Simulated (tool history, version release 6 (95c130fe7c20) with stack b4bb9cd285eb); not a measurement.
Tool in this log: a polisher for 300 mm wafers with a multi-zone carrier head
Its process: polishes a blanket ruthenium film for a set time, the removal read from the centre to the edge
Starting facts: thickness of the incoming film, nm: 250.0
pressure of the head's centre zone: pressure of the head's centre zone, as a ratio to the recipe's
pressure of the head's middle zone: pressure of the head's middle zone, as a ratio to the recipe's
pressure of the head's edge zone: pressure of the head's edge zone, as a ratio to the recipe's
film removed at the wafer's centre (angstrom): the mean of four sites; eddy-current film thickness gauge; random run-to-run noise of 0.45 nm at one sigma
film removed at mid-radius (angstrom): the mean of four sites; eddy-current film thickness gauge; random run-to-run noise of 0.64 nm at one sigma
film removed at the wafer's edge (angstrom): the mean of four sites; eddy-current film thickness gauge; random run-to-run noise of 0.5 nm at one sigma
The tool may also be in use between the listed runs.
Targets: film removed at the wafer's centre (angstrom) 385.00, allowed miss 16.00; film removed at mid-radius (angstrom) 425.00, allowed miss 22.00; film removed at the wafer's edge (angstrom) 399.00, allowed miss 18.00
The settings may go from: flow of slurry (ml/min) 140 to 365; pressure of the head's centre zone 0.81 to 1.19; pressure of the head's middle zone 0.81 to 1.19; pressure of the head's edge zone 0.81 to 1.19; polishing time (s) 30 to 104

run    day  flow of slurry (ml/min)  pressure of the head's centre zone  pressure of the head's middle zone  pressure of the head's edge zone  polishing time (s)  film removed at the wafer's centre (angstrom)  film removed at mid-radius (angstrom)  film removed at the wafer's edge (angstrom)
  1  0.000                      235                                1.00                                1.00                              1.00                  67                                         531.12                                 533.44                                       557.38
  2  0.221                      235                                0.97                                1.00                              1.00                  67                                         524.97                                 528.96                                       558.12
  3  0.475                      230                                0.96                                1.02                              0.97                  61                                         465.43                                 495.41                                       499.26
  4  0.850                      230                                0.96                                1.02                              0.97                  47                                         363.57                                 371.89                                       378.75
  5  1.108                      230                                0.96                                1.02                              0.97                  59                                         464.61                                 486.75                                       475.43
  6  1.362                      230                                0.96                                0.95                              0.97                  59                                         465.74                                 446.28                                       473.82
  7  1.704                      225                                0.94                                0.97                              0.95                  57                                         428.94                                 450.05                                       450.09
  8  1.971                      210                                0.92                                0.95                              0.85                  52                                         379.36                                 385.30                                       402.95

Exercise: of the 4 proposed moves below, exactly one satisfies all targets within the stated allowed misses. Which move is it?
  A  2.238                      200                                0.92                                0.82                              0.83                  55                                              ?                                      ?                                            ?
  B  2.238                      225                                0.85                                1.03                              0.90                  51                                              ?                                      ?                                            ?
  C  2.238                      240                                0.81                                0.99                              0.81                  53                                              ?                                      ?                                            ?
  D  2.238                      275                                0.88                                0.98                              0.81                  52                                              ?                                      ?                                            ?

move  film removed at the wafer's centre (angstrom)  film removed at mid-radius (angstrom)  film removed at the wafer's edge (angstrom)
   A                                         403.82                                 361.22                                       415.63
   B                                         353.39                                 412.50                                       403.85
   C                                         353.44                                 418.63                                       403.34
   D                                         384.97                                 414.78                                       401.25
A: lands further from the targets than the last run did
B: brings the result that was furthest off to its target, and leaves another outside
C: brings the result that was furthest off to its target, and leaves another outside
D: every result lands within tolerance
So the answer is move D, the one that meets all the targets.
